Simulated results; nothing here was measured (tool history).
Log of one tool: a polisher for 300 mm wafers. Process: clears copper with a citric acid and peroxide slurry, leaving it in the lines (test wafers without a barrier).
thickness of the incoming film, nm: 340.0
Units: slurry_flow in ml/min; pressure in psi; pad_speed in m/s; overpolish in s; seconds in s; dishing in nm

Run 1, hour 0: slurry_flow 155 ml/min, pressure 2.6 psi, pad_speed 1.34 m/s, slurry_solids 1, overpolish 28 s. Result: seconds 171.69 s, dishing 40.276 nm.
Run 2, hour 1.6: slurry_flow 155 ml/min, pressure 2.6 psi, pad_speed 1.04 m/s, slurry_solids 1, overpolish 28 s. Result: seconds 213.98 s, dishing 32.672 nm.
Run 3, hour 7.5: slurry_flow 155 ml/min, pressure 2.6 psi, pad_speed 1.04 m/s, slurry_solids 0.85, overpolish 28 s. Result: seconds 224.13 s, dishing 32.106 nm.
Run 4, hour 13.2: slurry_flow 155 ml/min, pressure 2.6 psi, pad_speed 1.2 m/s, slurry_solids 0.85, overpolish 28 s. Result: seconds 194.22 s, dishing 34.215 nm.
Run 5, hour 21.2: slurry_flow 160 ml/min, pressure 3 psi, pad_speed 1.22 m/s, slurry_solids 0.85, overpolish 27 s. Result: seconds 163.77 s, dishing 41.531 nm.
Run 6, hour 24: slurry_flow 160 ml/min, pressure 2.6 psi, pad_speed 1.22 m/s, slurry_solids 0.85, overpolish 27 s. Result: seconds 187.45 s, dishing 35.786 nm.

Run 7 comes next. What will it give?
Run 7, hour 26.2: slurry_flow 180 ml/min, pressure 3.3 psi, pad_speed 1.28 m/s, slurry_solids 0.85, overpolish 17 s. Result: seconds ?, dishing ?.

seconds: 138.49 s
dishing: 30.712 nm
